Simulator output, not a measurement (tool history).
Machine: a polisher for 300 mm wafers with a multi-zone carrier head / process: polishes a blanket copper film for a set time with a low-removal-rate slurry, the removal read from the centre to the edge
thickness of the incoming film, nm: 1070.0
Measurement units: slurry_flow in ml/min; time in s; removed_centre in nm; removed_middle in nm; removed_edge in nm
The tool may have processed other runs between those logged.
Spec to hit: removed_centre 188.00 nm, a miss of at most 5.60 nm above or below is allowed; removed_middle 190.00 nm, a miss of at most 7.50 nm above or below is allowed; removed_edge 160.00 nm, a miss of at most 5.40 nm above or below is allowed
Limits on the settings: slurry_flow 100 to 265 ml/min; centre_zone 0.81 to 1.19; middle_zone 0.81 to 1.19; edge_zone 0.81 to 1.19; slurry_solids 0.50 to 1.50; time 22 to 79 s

{"run": 1, "hour": 0.0, "slurry_flow": 170, "centre_zone": 1.0, "middle_zone": 1.0, "edge_zone": 1.0, "slurry_solids": 1.0, "time": 50, "removed_centre": 200.11, "removed_middle": 198.15, "removed_edge": 197.69}
{"run": 2, "hour": 2.4, "slurry_flow": 170, "centre_zone": 1.0, "middle_zone": 1.0, "edge_zone": 1.0, "slurry_solids": 0.85, "time": 50, "removed_centre": 197.35, "removed_middle": 189.01, "removed_edge": 196.54}
{"run": 3, "hour": 4.7, "slurry_flow": 170, "centre_zone": 1.0, "middle_zone": 0.92, "edge_zone": 1.0, "slurry_solids": 0.85, "time": 50, "removed_centre": 195.65, "removed_middle": 177.07, "removed_edge": 193.53}
{"run": 4, "hour": 10.9, "slurry_flow": 170, "centre_zone": 1.01, "middle_zone": 0.94, "edge_zone": 0.98, "slurry_solids": 0.85, "time": 49, "removed_centre": 194.94, "removed_middle": 176.33, "removed_edge": 190.05}
{"run": 5, "hour": 19.2, "slurry_flow": 170, "centre_zone": 1.02, "middle_zone": 0.97, "edge_zone": 0.96, "slurry_solids": 0.85, "time": 48, "removed_centre": 190.3, "removed_middle": 176.33, "removed_edge": 183.47}
{"run": 6, "hour": 20.9, "slurry_flow": 170, "centre_zone": 1.02, "middle_zone": 0.97, "edge_zone": 0.96, "slurry_solids": 0.65, "time": 48, "removed_centre": 181.89, "removed_middle": 170.51, "removed_edge": 174.17}
{"run": 7, "hour": 23.8, "slurry_flow": 175, "centre_zone": 1.03, "middle_zone": 0.98, "edge_zone": 0.95, "slurry_solids": 0.65, "time": 48, "removed_centre": 185.58, "removed_middle": 175.94, "removed_edge": 176.51}
{"run": 8, "hour": 30.3, "slurry_flow": 175, "centre_zone": 1.04, "middle_zone": 0.99, "edge_zone": 0.94, "slurry_solids": 0.65, "time": 48, "removed_centre": 183.54, "removed_middle": 176.39, "removed_edge": 175.33}

Which single option among these 4 for the next run brings every result within its allowed miss of target? Just one does.
{"run": "A", "hour": 36.8, "slurry_flow": 195, "centre_zone": 1.14, "middle_zone": 0.97, "edge_zone": 0.92, "slurry_solids": 0.75, "time": 44, "removed_centre": "?", "removed_middle": "?", "removed_edge": "?"}
{"run": "B", "hour": 36.8, "slurry_flow": 155, "centre_zone": 1.04, "middle_zone": 1.08, "edge_zone": 0.9, "slurry_solids": 0.5, "time": 52, "removed_centre": "?", "removed_middle": "?", "removed_edge": "?"}
{"run": "C", "hour": 36.8, "slurry_flow": 195, "centre_zone": 1.15, "middle_zone": 1.14, "edge_zone": 0.85, "slurry_solids": 0.7, "time": 45, "removed_centre": "?", "removed_middle": "?", "removed_edge": "?"}
{"run": "D", "hour": 36.8, "slurry_flow": 150, "centre_zone": 1.01, "middle_zone": 1.01, "edge_zone": 1.03, "slurry_solids": 0.7, "time": 51, "removed_centre": "?", "removed_middle": "?", "removed_edge": "?"}

move=A removed_centre=186.62 removed_middle=162.59 removed_edge=164.03
move=B removed_centre=189.95 removed_middle=191.60 removed_edge=177.16
move=C removed_centre=190.29 removed_middle=187.19 removed_edge=159.91
move=D removed_centre=189.84 removed_middle=185.09 removed_edge=192.87
A: corrects the largest miss of the last run, while another result sits out of spec
B: moves away from the targets compared with the last run
C: meets every target
D: moves away from the targets compared with the last run
Move C is the one to make.

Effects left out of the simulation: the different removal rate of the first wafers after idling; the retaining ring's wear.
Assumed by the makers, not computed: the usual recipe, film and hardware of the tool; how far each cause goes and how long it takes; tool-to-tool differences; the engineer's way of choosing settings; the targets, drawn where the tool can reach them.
